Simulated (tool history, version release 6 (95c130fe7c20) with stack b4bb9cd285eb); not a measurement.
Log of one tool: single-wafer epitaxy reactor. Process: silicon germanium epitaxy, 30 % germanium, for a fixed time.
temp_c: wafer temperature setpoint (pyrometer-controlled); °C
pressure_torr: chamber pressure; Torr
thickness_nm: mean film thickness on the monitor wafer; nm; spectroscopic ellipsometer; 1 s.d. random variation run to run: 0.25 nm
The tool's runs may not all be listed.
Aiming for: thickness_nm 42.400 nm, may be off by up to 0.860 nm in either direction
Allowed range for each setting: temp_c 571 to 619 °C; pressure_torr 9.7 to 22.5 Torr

run	hour	temp_c	pressure_torr	thickness_nm
1	0.0	595	16.1	50.069
2	1.4	593	16.1	47.906
3	4.9	593	18.7	51.776
4	13.6	591	18.7	49.439
5	20.9	590	18.7	48.818
6	27.7	590	21.2	52.089
7	33.6	590	21.2	51.543
8	39.7	588	21.2	49.817
9	40.7	587	21.2	48.916
10	47.4	586	21.2	47.901
11	52.7	585	21.2	46.386
12	59.2	584	21.2	45.706
13	64.6	583	21.2	44.748

Of the 5 settings listed for the next run, only one would bring every result within its allowed miss of target. Which one?
A	70.0	582	21.4	?
B	70.0	582	22.5	?
C	70.0	582	21.7	?
D	70.0	581	22.5	?
E	70.0	581	20.0	?

move	thickness_nm
A	44.508
B	45.544
C	44.794
D	44.648
E	42.286
A: closes in on the targets versus the last run, not all within tolerance yet
B: the biggest miss grows against the last run
C: about the same distance from the targets as the last run
D: about the same distance from the targets as the last run
E: each result inside its tolerance
So the answer is move E, the one that meets all the targets.
